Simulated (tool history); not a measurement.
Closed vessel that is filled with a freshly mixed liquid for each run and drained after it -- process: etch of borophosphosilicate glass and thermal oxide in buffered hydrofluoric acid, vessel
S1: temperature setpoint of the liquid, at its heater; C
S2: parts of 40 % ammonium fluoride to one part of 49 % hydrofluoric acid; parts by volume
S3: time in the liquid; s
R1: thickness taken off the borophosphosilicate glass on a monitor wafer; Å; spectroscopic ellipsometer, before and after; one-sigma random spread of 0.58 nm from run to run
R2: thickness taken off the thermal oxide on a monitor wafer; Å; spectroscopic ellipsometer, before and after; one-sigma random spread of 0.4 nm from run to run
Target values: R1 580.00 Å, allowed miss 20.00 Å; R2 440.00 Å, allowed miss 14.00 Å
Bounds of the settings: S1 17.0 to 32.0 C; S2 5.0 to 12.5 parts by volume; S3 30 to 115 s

{"run": 1, "hour": 0.0, "S1": 24.0, "S2": 7.5, "S3": 60, "R1": 1217.9, "R2": 927.52}
{"run": 2, "hour": 6.9, "S1": 23.0, "S2": 8.0, "S3": 60, "R1": 1080.9, "R2": 816.28}
{"run": 3, "hour": 13.8, "S1": 22.5, "S2": 8.5, "S3": 60, "R1": 983.32, "R2": 748.07}
{"run": 4, "hour": 21.9, "S1": 22.0, "S2": 8.5, "S3": 60, "R1": 947.07, "R2": 722.25}
{"run": 5, "hour": 22.8, "S1": 21.5, "S2": 8.5, "S3": 60, "R1": 937.49, "R2": 709.47}
{"run": 6, "hour": 26.0, "S1": 21.0, "S2": 8.5, "S3": 60, "R1": 916.24, "R2": 691.77}
{"run": 7, "hour": 27.1, "S1": 20.5, "S2": 8.5, "S3": 60, "R1": 885.17, "R2": 661.33}
{"run": 8, "hour": 31.3, "S1": 17.0, "S2": 10.5, "S3": 60, "R1": 616.31, "R2": 467.66}

Of the 5 settings listed for the next run, only one would bring every result within its allowed miss of target. Which one?
{"run": "A", "hour": 35.5, "S1": 17.5, "S2": 9.0, "S3": 55, "R1": "?", "R2": "?"}
{"run": "B", "hour": 35.5, "S1": 18.5, "S2": 12.0, "S3": 60, "R1": "?", "R2": "?"}
{"run": "C", "hour": 35.5, "S1": 17.0, "S2": 9.5, "S3": 60, "R1": "?", "R2": "?"}
{"run": "D", "hour": 35.5, "S1": 18.5, "S2": 8.5, "S3": 50, "R1": "?", "R2": "?"}
{"run": "E", "hour": 35.5, "S1": 19.0, "S2": 5.0, "S3": 30, "R1": "?", "R2": "?"}

move=A R1=635.91 R2=485.22
move=B R1=573.14 R2=438.80
move=C R1=651.56 R2=497.24
move=D R1=650.95 R2=496.77
move=E R1=668.72 R2=504.66
A: lands further from the targets than the last run did
B: every result within its allowed miss
C: lands further from the targets than the last run did
D: lands further from the targets than the last run did
E: lands further from the targets than the last run did
Move B is the one to make.
